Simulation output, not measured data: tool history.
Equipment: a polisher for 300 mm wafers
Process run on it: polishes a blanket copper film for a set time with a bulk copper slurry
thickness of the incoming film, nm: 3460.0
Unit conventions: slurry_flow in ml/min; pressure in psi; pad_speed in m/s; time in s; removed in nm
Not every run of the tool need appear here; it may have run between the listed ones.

run	hour	slurry_flow	pressure	pad_speed	slurry_solids	time	removed
1	0.0	235	2.7	0.98	1.00	25	258.34
2	1.5	235	2.7	0.98	0.85	25	246.23
3	9.4	255	2.7	0.98	0.85	25	246.33
4	11.2	275	2.7	0.98	0.85	25	251.66
5	20.2	275	2.7	1.10	0.85	25	271.35
6	22.5	275	2.7	1.10	0.75	25	260.46

The next listed run, before its measurement:
7	30.1	275	2.6	1.10	0.75	25	?

{"run 7": {"removed": 257.39}}

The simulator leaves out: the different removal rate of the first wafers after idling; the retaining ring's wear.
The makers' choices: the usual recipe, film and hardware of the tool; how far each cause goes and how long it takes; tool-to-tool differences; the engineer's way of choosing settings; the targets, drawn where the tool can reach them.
